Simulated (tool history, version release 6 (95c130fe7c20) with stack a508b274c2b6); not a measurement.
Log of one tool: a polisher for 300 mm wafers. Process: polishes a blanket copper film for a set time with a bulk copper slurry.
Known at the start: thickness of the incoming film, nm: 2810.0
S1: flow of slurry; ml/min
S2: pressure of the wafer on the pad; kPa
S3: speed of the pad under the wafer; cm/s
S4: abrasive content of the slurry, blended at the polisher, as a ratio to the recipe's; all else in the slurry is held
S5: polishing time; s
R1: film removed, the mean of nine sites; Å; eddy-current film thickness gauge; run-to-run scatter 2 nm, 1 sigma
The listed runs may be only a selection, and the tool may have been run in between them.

Run 1, hour 0.0: S1 260 ml/min, S2 11.7 kPa, S3 94 cm/s, S4 1.0, S5 70 s. Result: R1 4198.3 Å.
Run 2, hour 5.1: S1 260 ml/min, S2 11.0 kPa, S3 94 cm/s, S4 1.0, S5 70 s. Result: R1 3891.9 Å.
Run 3, hour 9.7: S1 260 ml/min, S2 10.3 kPa, S3 94 cm/s, S4 1.0, S5 70 s. Result: R1 3734.9 Å.
Run 4, hour 15.4: S1 305 ml/min, S2 10.3 kPa, S3 94 cm/s, S4 1.0, S5 70 s. Result: R1 3770.4 Å.
Run 5, hour 18.1: S1 305 ml/min, S2 9.7 kPa, S3 94 cm/s, S4 1.0, S5 70 s. Result: R1 3535.4 Å.
Run 6, hour 21.0: S1 305 ml/min, S2 11.0 kPa, S3 94 cm/s, S4 1.0, S5 70 s. Result: R1 4056.7 Å.
Run 7, hour 25.6: S1 295 ml/min, S2 10.3 kPa, S3 94 cm/s, S4 1.0, S5 70 s. Result: R1 3766.3 Å.
Run 8, hour 29.1: S1 290 ml/min, S2 9.7 kPa, S3 94 cm/s, S4 1.0, S5 70 s. Result: R1 3517.8 Å.
Run 9, hour 36.3: S1 285 ml/min, S2 9.0 kPa, S3 94 cm/s, S4 1.0, S5 70 s. Result: R1 3247.8 Å.
Run 10, hour 43.4: S1 275 ml/min, S2 9.0 kPa, S3 94 cm/s, S4 1.0, S5 70 s. Result: R1 3226.0 Å.

Estimate the outcome of run 11 from the log above:
Run 11, hour 48.0: S1 275 ml/min, S2 9.0 kPa, S3 94 cm/s, S4 1.0, S5 70 s. Result: R1 ?.

Run 11 measured R1 3221.4 Å.

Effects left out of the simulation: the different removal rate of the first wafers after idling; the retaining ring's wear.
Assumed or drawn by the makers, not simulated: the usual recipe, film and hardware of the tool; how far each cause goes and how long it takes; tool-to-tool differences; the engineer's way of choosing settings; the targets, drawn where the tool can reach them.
